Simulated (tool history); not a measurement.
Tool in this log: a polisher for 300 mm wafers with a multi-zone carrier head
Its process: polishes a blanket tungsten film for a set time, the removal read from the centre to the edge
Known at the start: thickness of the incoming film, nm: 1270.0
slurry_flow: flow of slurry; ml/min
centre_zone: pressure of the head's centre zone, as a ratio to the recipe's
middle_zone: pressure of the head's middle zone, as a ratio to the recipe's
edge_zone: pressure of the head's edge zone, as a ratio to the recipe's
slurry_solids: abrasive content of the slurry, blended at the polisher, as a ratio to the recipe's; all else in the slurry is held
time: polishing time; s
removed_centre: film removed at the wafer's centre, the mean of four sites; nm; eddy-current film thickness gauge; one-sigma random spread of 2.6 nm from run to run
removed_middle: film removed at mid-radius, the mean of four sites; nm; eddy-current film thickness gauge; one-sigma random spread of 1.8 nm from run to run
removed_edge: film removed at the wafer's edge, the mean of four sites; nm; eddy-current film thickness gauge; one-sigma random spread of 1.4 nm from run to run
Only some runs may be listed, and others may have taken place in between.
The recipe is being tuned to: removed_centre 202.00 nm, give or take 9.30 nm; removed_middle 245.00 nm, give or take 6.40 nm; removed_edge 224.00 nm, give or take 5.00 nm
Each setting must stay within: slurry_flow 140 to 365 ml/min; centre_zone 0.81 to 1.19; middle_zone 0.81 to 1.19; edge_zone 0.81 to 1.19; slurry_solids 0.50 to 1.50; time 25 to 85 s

run 1 hour=0.0 | slurry_flow=235 centre_zone=1.00 middle_zone=1.00 edge_zone=1.00 slurry_solids=1.00 time=55 | removed_centre=352.81 removed_middle=356.48 removed_edge=362.24
run 2 hour=2.1 | slurry_flow=230 centre_zone=0.98 middle_zone=1.00 edge_zone=0.98 slurry_solids=0.95 time=53 | removed_centre=328.87 removed_middle=342.26 removed_edge=339.15
run 3 hour=7.8 | slurry_flow=190 centre_zone=0.98 middle_zone=1.00 edge_zone=0.98 slurry_solids=0.95 time=53 | removed_centre=306.99 removed_middle=328.16 removed_edge=328.09
run 4 hour=16.6 | slurry_flow=190 centre_zone=0.98 middle_zone=1.07 edge_zone=0.98 slurry_solids=0.95 time=53 | removed_centre=316.25 removed_middle=345.14 removed_edge=325.40
run 5 hour=22.7 | slurry_flow=190 centre_zone=0.98 middle_zone=0.99 edge_zone=0.98 slurry_solids=0.95 time=53 | removed_centre=319.37 removed_middle=325.71 removed_edge=328.56
run 6 hour=30.9 | slurry_flow=190 centre_zone=1.05 middle_zone=0.99 edge_zone=0.98 slurry_solids=0.95 time=53 | removed_centre=340.21 removed_middle=324.66 removed_edge=329.58
-- hour=39.2 slurry nozzle cleaned
run 7 hour=39.2 | slurry_flow=185 centre_zone=1.03 middle_zone=0.99 edge_zone=0.96 slurry_solids=0.90 time=52 | removed_centre=341.09 removed_middle=327.66 removed_edge=323.35
run 8 hour=41.5 | slurry_flow=180 centre_zone=1.01 middle_zone=1.00 edge_zone=0.96 slurry_solids=0.90 time=50 | removed_centre=308.95 removed_middle=317.90 removed_edge=305.57
run 9 hour=48.9 | slurry_flow=175 centre_zone=0.99 middle_zone=0.99 edge_zone=0.95 slurry_solids=0.85 time=48 | removed_centre=287.22 removed_middle=294.12 removed_edge=289.56
run 10 hour=53.3 | slurry_flow=170 centre_zone=0.97 middle_zone=0.99 edge_zone=0.94 slurry_solids=0.80 time=47 | removed_centre=272.16 removed_middle=280.81 removed_edge=277.19
run 11 hour=57.5 | slurry_flow=165 centre_zone=0.95 middle_zone=1.00 edge_zone=0.93 slurry_solids=0.75 time=47 | removed_centre=256.90 removed_middle=275.87 removed_edge=267.19
run 12 hour=59.0 | slurry_flow=165 centre_zone=0.95 middle_zone=1.00 edge_zone=0.93 slurry_solids=0.75 time=47 | removed_centre=264.59 removed_middle=276.19 removed_edge=268.72
run 13 hour=65.3 | slurry_flow=160 centre_zone=0.93 middle_zone=1.01 edge_zone=0.93 slurry_solids=0.70 time=47 | removed_centre=241.99 removed_middle=269.72 removed_edge=260.38
run 14 hour=70.9 | slurry_flow=170 centre_zone=0.89 middle_zone=1.02 edge_zone=0.83 slurry_solids=0.50 time=45 | removed_centre=200.18 removed_middle=235.54 removed_edge=208.51
run 15 hour=74.8 | slurry_flow=170 centre_zone=0.89 middle_zone=1.02 edge_zone=0.84 slurry_solids=0.50 time=45 | removed_centre=195.05 removed_middle=231.06 removed_edge=212.00
run 16 hour=80.2 | slurry_flow=170 centre_zone=0.89 middle_zone=1.03 edge_zone=0.85 slurry_solids=0.50 time=45 | removed_centre=196.20 removed_middle=232.00 removed_edge=211.99
run 17 hour=81.8 | slurry_flow=170 centre_zone=0.89 middle_zone=1.03 edge_zone=0.85 slurry_solids=0.50 time=45 | removed_centre=195.32 removed_middle=238.03 removed_edge=212.19
run 18 hour=89.1 | slurry_flow=170 centre_zone=0.89 middle_zone=1.03 edge_zone=0.86 slurry_solids=0.50 time=45 | removed_centre=200.56 removed_middle=231.05 removed_edge=213.09

Exactly one of the 5 candidate moves below puts every result within its allowed miss. Which one?
run A hour=96.4 | slurry_flow=180 centre_zone=0.92 middle_zone=1.01 edge_zone=0.93 slurry_solids=0.50 time=43 | removed_centre=? removed_middle=? removed_edge=?
run B hour=96.4 | slurry_flow=250 centre_zone=0.86 middle_zone=1.05 edge_zone=0.92 slurry_solids=0.50 time=44 | removed_centre=? removed_middle=? removed_edge=?
run C hour=96.4 | slurry_flow=205 centre_zone=0.92 middle_zone=0.99 edge_zone=0.90 slurry_solids=0.50 time=41 | removed_centre=? removed_middle=? removed_edge=?
run D hour=96.4 | slurry_flow=260 centre_zone=0.96 middle_zone=1.00 edge_zone=0.88 slurry_solids=0.50 time=40 | removed_centre=? removed_middle=? removed_edge=?
run E hour=96.4 | slurry_flow=145 centre_zone=0.91 middle_zone=1.02 edge_zone=0.89 slurry_solids=0.50 time=44 | removed_centre=? removed_middle=? removed_edge=?

move=A removed_centre=201.51 removed_middle=218.11 removed_edge=210.65
move=B removed_centre=203.30 removed_middle=242.06 removed_edge=222.14
move=C removed_centre=196.70 removed_middle=208.84 removed_edge=200.99
move=D removed_centre=207.50 removed_middle=212.02 removed_edge=198.70
move=E removed_centre=194.40 removed_middle=215.73 removed_edge=204.82
A: its largest miss is bigger than the last run's
B: every result lands within tolerance
C: its largest miss is bigger than the last run's
D: its largest miss is bigger than the last run's
E: its largest miss is bigger than the last run's
The right move is B.
